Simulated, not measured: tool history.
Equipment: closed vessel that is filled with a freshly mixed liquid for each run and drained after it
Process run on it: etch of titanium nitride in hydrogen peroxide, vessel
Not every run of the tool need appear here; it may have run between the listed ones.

run,hour,temperature setpoint of the liquid (C),concentration of hydrogen peroxide in the mixed liquid (% by weight),time in the liquid (s),thickness taken off the titanium nitride on a monitor wafer (nm)
1,0.0,51.0,17.5,655,24.5920
2,4.9,48.0,17.5,655,19.6550
3,10.2,48.0,17.5,655,19.7700
4,14.1,45.5,17.5,655,16.4210
5,22.0,44.0,17.5,655,14.6020
6,24.3,44.0,17.5,700,15.5390
7,25.7,37.5,17.5,700,9.5475

What will run 8 give?
8,28.7,38.0,17.5,700,?

thickness taken off the titanium nitride on a monitor wafer (nm): 9.8766
